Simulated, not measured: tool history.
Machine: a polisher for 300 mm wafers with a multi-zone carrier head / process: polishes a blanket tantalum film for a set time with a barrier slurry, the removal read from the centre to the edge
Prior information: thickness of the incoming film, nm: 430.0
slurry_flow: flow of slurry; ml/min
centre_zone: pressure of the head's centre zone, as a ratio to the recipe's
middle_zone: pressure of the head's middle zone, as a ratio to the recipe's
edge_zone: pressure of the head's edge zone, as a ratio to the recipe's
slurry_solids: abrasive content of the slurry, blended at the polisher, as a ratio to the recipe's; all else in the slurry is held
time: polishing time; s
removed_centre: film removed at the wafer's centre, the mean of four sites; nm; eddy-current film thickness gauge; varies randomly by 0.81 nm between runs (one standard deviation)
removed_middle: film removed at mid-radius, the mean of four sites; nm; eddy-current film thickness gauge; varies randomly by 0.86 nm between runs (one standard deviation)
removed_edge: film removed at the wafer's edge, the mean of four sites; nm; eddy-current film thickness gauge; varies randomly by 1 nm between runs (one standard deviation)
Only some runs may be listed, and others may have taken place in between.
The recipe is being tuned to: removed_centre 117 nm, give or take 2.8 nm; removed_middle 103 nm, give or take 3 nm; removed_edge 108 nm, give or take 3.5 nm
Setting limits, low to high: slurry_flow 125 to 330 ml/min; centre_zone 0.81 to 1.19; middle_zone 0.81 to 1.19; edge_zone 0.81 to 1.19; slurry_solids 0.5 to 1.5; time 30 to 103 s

run  hour  slurry_flow  centre_zone  middle_zone  edge_zone  slurry_solids  time  removed_centre  removed_middle  removed_edge
  1     0          210            1            1          1              1    66          122.79          123.46        124.82
  2   2.8          210            1         0.97          1              1    66           123.9          122.29        122.47
  3   7.8          195            1         0.92          1           0.95    66          120.78          115.61        124.58
  4  10.9          200         1.02         0.91       0.96           0.85    66          121.56          110.51         118.6
  5  14.7          190         1.02         0.91       0.92            0.8    66           120.5          110.31        114.31
  6  16.3          190         1.02         0.91       0.96            0.8    66          120.65          109.15        115.91
  7  21.5          185         1.02          0.9       0.94           0.75    66          117.56          106.78         113.9
  8  25.1          180         1.03          0.9       0.92            0.7    66          116.13          106.17        111.28

Exactly one of the 4 candidate moves below puts every result within its allowed miss. Which one?
  A  28.7          195         1.04         0.89       0.87            0.6    67               ?               ?             ?
  B  28.7          125         1.06         0.88       1.02           0.55    74               ?               ?             ?
  C  28.7          290            1         0.91       0.81            0.6    68               ?               ?             ?
  D  28.7          135         1.05         0.94       0.97              1    64               ?               ?             ?

move  removed_centre  removed_middle  removed_edge
   A          117.04           103.9        108.45
   B          119.28          103.93        118.09
   C          120.16          112.32        111.23
   D          117.56          108.63        114.54
A: all results land within tolerance of their targets
B: meets the target for the result that was furthest off, but another lies outside its allowed miss
C: misses by more than the last run did
D: misses by more than the last run did
Go with A: it meets all targets.

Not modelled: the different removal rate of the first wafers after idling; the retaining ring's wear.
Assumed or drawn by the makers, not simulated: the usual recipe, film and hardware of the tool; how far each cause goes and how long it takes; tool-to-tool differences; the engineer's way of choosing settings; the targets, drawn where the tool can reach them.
